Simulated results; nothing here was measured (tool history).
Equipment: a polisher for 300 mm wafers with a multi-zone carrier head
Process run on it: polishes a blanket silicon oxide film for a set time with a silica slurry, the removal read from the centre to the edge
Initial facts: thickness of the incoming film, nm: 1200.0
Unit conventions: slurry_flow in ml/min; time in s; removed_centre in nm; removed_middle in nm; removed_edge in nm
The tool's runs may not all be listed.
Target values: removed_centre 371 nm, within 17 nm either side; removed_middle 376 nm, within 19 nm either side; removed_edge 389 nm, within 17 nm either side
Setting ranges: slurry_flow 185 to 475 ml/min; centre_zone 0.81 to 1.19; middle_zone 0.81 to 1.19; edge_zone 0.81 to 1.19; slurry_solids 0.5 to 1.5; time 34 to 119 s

run,hour,slurry_flow,centre_zone,middle_zone,edge_zone,slurry_solids,time,removed_centre,removed_middle,removed_edge
1,0,305,1,1,1,1,76,306.04,294.22,289.77
2,2.7,305,1,1,1.01,1.05,76,315.7,296.2,305.26
3,7.7,305,1,1.02,1.02,1.1,76,319.45,311.43,314
4,15.9,305,1.01,1.03,1.03,1.15,76,328.56,320.91,315.56
5,21.8,305,1.01,1.03,1.03,1.15,69,300.66,298.49,290.8
6,24.7,305,0.96,1.03,1.03,1.15,69,279.51,296.24,291.71
7,29.6,305,0.97,1.03,1.04,1.2,70,297.44,304.45,300.67
8,36.2,305,0.97,1.03,1.05,1.25,71,302.54,317.88,309.32
9,39.8,305,0.97,1.02,1.06,1.3,72,316.83,324.48,331
10,46.7,305,0.97,1.02,1.07,1.35,72,312.71,322.22,326.05
11,50.1,305,0.98,1,1.11,1.5,85,399.53,400.75,411.21
12,54.9,305,0.97,0.99,1.1,1.45,85,381.65,388.27,414.01
# hour 62.9: slurry nozzle cleaned
13,62.9,305,0.97,1,1.08,1.4,85,395.1,388.36,413.97
14,65.4,305,0.97,1,1.09,1.4,85,391.99,394.8,420.01

Next run, 4 choices. One meets every target within its allowed miss, the rest don't. Which?
A,67.9,300,0.92,0.88,1.17,1.4,86,?,?,?
B,67.9,305,1.14,0.96,1.03,1.2,86,?,?,?
C,67.9,305,1.16,1.07,1.06,1.4,77,?,?,?
D,67.9,250,0.96,1,1.09,1.5,79,?,?,?

move,removed_centre,removed_middle,removed_edge
A,376.77,364.32,431.33
B,431.81,367.23,378.92
C,419.85,384.7,366.82
D,361.25,374.23,385.45
A: its largest miss is bigger than the last run's
B: corrects the largest miss of the last run, while another result sits out of spec
C: pushes the last run's worst result past its target
D: hits every target within its allowed miss
So the answer is move D, the one that meets all the targets.
